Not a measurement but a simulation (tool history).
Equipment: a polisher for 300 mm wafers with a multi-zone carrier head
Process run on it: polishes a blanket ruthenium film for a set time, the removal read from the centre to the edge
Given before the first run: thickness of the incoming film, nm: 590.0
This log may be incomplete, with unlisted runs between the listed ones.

run	hour	flow of slurry (ml/min)	pressure of the head's centre zone	pressure of the head's middle zone	pressure of the head's edge zone	polishing time (s)	film removed at the wafer's centre (nm)	film removed at mid-radius (nm)	film removed at the wafer's edge (nm)
1	0.0	175	1.00	1.00	1.00	63	94.190	92.777	94.691
2	5.1	180	0.99	1.01	1.03	64	97.845	97.152	99.648
3	5.7	180	0.99	1.01	1.03	56	83.620	84.567	88.284
4	7.3	190	0.99	1.03	1.06	57	85.144	89.201	91.129
5	13.0	190	0.99	1.03	1.10	57	85.536	88.886	90.359
6	21.7	195	0.98	1.03	1.10	59	85.332	92.028	93.576
7	30.8	195	0.98	1.03	1.11	61	91.564	94.817	98.863

The next listed run, before its measurement:
8	36.8	200	0.98	1.04	1.12	62	?	?	?

Run 8 measured film removed at the wafer's centre (nm) 92.304, film removed at mid-radius (nm) 98.884, film removed at the wafer's edge (nm) 102.280.
